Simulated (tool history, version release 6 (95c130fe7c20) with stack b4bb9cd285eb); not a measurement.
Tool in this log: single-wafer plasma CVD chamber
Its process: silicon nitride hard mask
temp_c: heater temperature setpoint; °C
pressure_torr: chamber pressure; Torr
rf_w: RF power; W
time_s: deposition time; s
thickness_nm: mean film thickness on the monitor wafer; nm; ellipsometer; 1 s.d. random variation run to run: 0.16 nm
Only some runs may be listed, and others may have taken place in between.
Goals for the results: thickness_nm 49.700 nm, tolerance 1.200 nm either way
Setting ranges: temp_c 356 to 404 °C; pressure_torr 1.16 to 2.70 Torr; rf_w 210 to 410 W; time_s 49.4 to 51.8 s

run,hour,temp_c,pressure_torr,rf_w,time_s,thickness_nm
1,0.0,380,1.93,310,51.8,62.175
2,1.8,380,1.84,295,51.6,58.216
3,5.1,380,1.74,290,51.5,56.499
4,6.2,380,1.66,285,51.5,54.795
5,11.3,372,1.66,285,51.5,54.920
6,16.6,372,1.84,285,51.5,56.855
7,18.0,372,1.74,280,51.5,54.894
8,18.8,372,1.35,265,51.4,48.288
9,23.3,372,1.37,265,51.4,48.357
10,28.1,372,1.37,265,51.4,48.304

Exercise: of the 4 proposed moves below, exactly one satisfies all targets within the stated allowed misses. Which move is it?
A,32.9,389,1.52,245,51.8,?
B,32.9,383,1.38,250,51.8,?
C,32.9,378,1.16,275,50.8,?
D,32.9,365,1.47,260,51.8,?

move,thickness_nm
A,46.554
B,46.100
C,46.542
D,49.205
A: moves away from the targets compared with the last run
B: moves away from the targets compared with the last run
C: moves away from the targets compared with the last run
D: every result within its allowed miss
Correct choice: D, which meets every target
